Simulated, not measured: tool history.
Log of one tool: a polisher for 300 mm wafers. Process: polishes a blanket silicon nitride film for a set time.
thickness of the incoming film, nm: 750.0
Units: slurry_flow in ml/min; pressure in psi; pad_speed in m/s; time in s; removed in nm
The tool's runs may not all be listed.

run,day,slurry_flow,pressure,pad_speed,time,removed
1,0,260,2.3,1.22,69,81.908
2,0.346,260,2.2,1.22,69,78.985
3,0.525,260,2.1,1.22,69,75.429
4,0.633,260,2,1.22,69,71.393
5,0.892,325,2,1.22,69,73.443
6,0.929,325,2,1.22,72,75.652
7,1.079,325,1.9,1.22,72,72.395

Forecast run 8:
# day 1.296: head pressure recalibrated
8,1.296,325,1.8,1.22,72,?

{"run 8": {"removed": 77.28}}
